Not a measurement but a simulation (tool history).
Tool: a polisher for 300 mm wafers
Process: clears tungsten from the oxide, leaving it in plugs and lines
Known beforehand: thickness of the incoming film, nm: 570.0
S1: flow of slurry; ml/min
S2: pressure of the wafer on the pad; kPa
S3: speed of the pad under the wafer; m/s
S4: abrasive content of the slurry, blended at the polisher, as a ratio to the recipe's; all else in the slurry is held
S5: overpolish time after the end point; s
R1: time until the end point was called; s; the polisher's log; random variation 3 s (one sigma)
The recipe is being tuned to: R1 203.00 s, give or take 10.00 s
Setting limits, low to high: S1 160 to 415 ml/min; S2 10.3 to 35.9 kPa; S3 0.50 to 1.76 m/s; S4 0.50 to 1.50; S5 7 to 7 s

run	hour	S1	S2	S3	S4	S5	R1
1	0.0	265	22.8	1.12	1.00	7	160.64
2	1.0	265	22.8	1.26	1.00	7	141.23
3	3.2	265	22.8	1.26	1.00	7	140.40
4	9.3	265	22.1	1.26	1.00	7	141.67
5	13.1	265	22.1	1.26	0.85	7	153.45
6	16.0	265	21.4	1.26	0.85	7	156.99
7	20.2	265	20.7	1.26	0.85	7	159.22
8	24.4	265	20.0	1.26	0.85	7	166.45
9	29.1	265	19.3	1.26	0.85	7	171.54
10	34.8	265	18.6	1.26	0.85	7	175.58
# hour 36.2: slurry nozzle cleaned
11	36.2	265	17.9	1.26	0.85	7	179.14
12	40.0	265	15.9	1.26	0.85	7	194.43
13	43.0	265	15.9	1.26	0.85	7	190.22

Which single option among these 5 for the next run brings every result within its allowed miss of target? Just one does.
A	46.0	265	15.9	1.44	0.70	7	?
B	46.0	315	17.2	1.24	0.85	7	?
C	46.0	285	15.9	1.38	0.75	7	?
D	46.0	260	11.7	1.52	0.85	7	?
E	46.0	245	17.2	1.50	0.60	7	?

move	R1
A	181.86
B	183.48
C	184.93
D	211.74
E	169.86
A: lands further from the targets than the last run did
B: lands further from the targets than the last run did
C: lands further from the targets than the last run did
D: every result within its allowed miss
E: lands further from the targets than the last run did
The move that meets every target is D.

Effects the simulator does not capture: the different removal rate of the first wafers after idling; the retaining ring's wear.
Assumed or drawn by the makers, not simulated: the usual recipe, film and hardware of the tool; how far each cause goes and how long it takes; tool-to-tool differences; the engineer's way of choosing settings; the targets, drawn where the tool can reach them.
